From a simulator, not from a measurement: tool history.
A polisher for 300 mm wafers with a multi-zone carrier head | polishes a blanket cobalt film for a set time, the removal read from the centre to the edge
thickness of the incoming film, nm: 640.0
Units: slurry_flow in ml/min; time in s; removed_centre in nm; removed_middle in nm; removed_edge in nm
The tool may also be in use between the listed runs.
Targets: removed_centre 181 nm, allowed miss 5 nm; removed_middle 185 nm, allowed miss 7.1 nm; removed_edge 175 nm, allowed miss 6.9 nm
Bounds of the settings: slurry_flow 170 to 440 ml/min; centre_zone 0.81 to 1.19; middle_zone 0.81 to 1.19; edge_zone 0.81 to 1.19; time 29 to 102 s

Run 1, hour 0: slurry_flow 280 ml/min, centre_zone 1, middle_zone 1, edge_zone 1, time 65 s. Result: removed_centre 256.27 nm, removed_middle 248.07 nm, removed_edge 255.16 nm.
Run 2, hour 6.3: slurry_flow 280 ml/min, centre_zone 0.99, middle_zone 1, edge_zone 0.97, time 61 s. Result: removed_centre 238.88 nm, removed_middle 234.72 nm, removed_edge 237.98 nm.
Run 3, hour 15.1: slurry_flow 280 ml/min, centre_zone 0.99, middle_zone 1, edge_zone 0.95, time 58 s. Result: removed_centre 228.21 nm, removed_middle 223.25 nm, removed_edge 222.42 nm.
Run 4, hour 21: slurry_flow 320 ml/min, centre_zone 0.99, middle_zone 1, edge_zone 0.95, time 58 s. Result: removed_centre 231.26 nm, removed_middle 224.99 nm, removed_edge 223.67 nm.
Run 5, hour 28.5: slurry_flow 325 ml/min, centre_zone 0.98, middle_zone 1, edge_zone 0.93, time 56 s. Result: removed_centre 221.75 nm, removed_middle 217.63 nm, removed_edge 217.02 nm.
Run 6, hour 34.3: slurry_flow 325 ml/min, centre_zone 0.97, middle_zone 1, edge_zone 0.91, time 54 s. Result: removed_centre 211.55 nm, removed_middle 215.94 nm, removed_edge 202.8 nm.
Run 7, hour 36.5: slurry_flow 325 ml/min, centre_zone 0.96, middle_zone 0.98, edge_zone 0.9, time 53 s. Result: removed_centre 203.59 nm, removed_middle 201.93 nm, removed_edge 201.63 nm.
Run 8, hour 37.1: slurry_flow 325 ml/min, centre_zone 0.96, middle_zone 0.98, edge_zone 0.89, time 52 s. Result: removed_centre 202.06 nm, removed_middle 200.89 nm, removed_edge 193.96 nm.
Run 9, hour 44.1: slurry_flow 320 ml/min, centre_zone 0.95, middle_zone 0.97, edge_zone 0.88, time 52 s. Result: removed_centre 196.93 nm, removed_middle 193.83 nm, removed_edge 193.67 nm.
Run 10, hour 50.2: slurry_flow 315 ml/min, centre_zone 0.95, middle_zone 0.97, edge_zone 0.87, time 52 s. Result: removed_centre 199.19 nm, removed_middle 197.77 nm, removed_edge 191.36 nm.
Run 11, hour 53.5: slurry_flow 310 ml/min, centre_zone 0.94, middle_zone 0.97, edge_zone 0.86, time 52 s. Result: removed_centre 198.87 nm, removed_middle 192.85 nm, removed_edge 193.91 nm.
Run 12, hour 57.2: slurry_flow 315 ml/min, centre_zone 0.94, middle_zone 0.97, edge_zone 0.86, time 51 s. Result: removed_centre 192.87 nm, removed_middle 190.49 nm, removed_edge 187.88 nm.
Run 13, hour 58.9: slurry_flow 315 ml/min, centre_zone 0.94, middle_zone 0.97, edge_zone 0.85, time 51 s. Result: removed_centre 192.31 nm, removed_middle 193.59 nm, removed_edge 188.18 nm.
Run 14, hour 59.8: slurry_flow 315 ml/min, centre_zone 0.94, middle_zone 0.97, edge_zone 0.84, time 50 s. Result: removed_centre 189.62 nm, removed_middle 190.24 nm, removed_edge 180.79 nm.
Run 15, hour 62.4: slurry_flow 310 ml/min, centre_zone 0.93, middle_zone 0.97, edge_zone 0.83, time 50 s. Result: removed_centre 187.55 nm, removed_middle 188.42 nm, removed_edge 182.7 nm.

Which of these 4 next moves meets every target?
Run A, hour 65: slurry_flow 330 ml/min, centre_zone 0.88, middle_zone 1.06, edge_zone 0.83, time 49 s. Result: removed_centre ?, removed_middle ?, removed_edge ?.
Run B, hour 65: slurry_flow 285 ml/min, centre_zone 0.92, middle_zone 0.96, edge_zone 0.81, time 49 s. Result: removed_centre ?, removed_middle ?, removed_edge ?.
Run C, hour 65: slurry_flow 290 ml/min, centre_zone 0.96, middle_zone 1, edge_zone 0.92, time 50 s. Result: removed_centre ?, removed_middle ?, removed_edge ?.
Run D, hour 65: slurry_flow 270 ml/min, centre_zone 0.97, middle_zone 0.94, edge_zone 0.81, time 53 s. Result: removed_centre ?, removed_middle ?, removed_edge ?.

move  removed_centre  removed_middle  removed_edge
   A          176.65          201.91        178.58
   B          181.23          182.88         174.9
   C          193.16          193.43        189.17
   D          204.87          193.09        188.34
A: brings the result that was furthest off to its target, and leaves another outside
B: meets every target
C: further off than the last run
D: further off than the last run
Answer: B
